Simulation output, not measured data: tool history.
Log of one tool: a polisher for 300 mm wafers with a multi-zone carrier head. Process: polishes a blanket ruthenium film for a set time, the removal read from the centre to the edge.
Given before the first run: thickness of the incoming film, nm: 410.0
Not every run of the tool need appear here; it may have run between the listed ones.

run	day	flow of slurry (ml/min)	pressure of the head's centre zone	pressure of the head's middle zone	pressure of the head's edge zone	polishing time (s)	film removed at the wafer's centre (angstrom)	film removed at mid-radius (angstrom)	film removed at the wafer's edge (angstrom)
1	0.000	200	1.00	1.00	1.00	36	290.44	284.06	284.86
2	0.304	200	1.00	1.00	1.00	43	348.87	338.85	342.73
3	0.350	200	0.95	1.00	1.00	43	328.56	340.16	346.59
4	0.521	200	0.95	1.00	0.94	43	330.46	339.62	336.87
5	0.617	190	0.93	0.96	0.92	37	270.92	280.25	288.20
6	0.812	190	0.93	0.96	0.88	37	273.60	279.89	279.48
7	0.971	185	0.93	0.93	0.87	32	236.31	239.11	241.76
8	1.108	185	0.93	0.93	0.87	32	231.83	233.26	244.39
9	1.225	180	0.93	0.92	0.86	28	201.14	204.30	211.29
10	1.458	170	0.93	0.91	0.85	26	185.80	186.64	190.83

Expected results for the next run?
11	1.646	170	0.93	0.91	0.85	26	?	?	?

{"run 11": {"film removed at the wafer's centre (angstrom)": 187.03, "film removed at mid-radius (angstrom)": 187.07, "film removed at the wafer's edge (angstrom)": 192.23}}
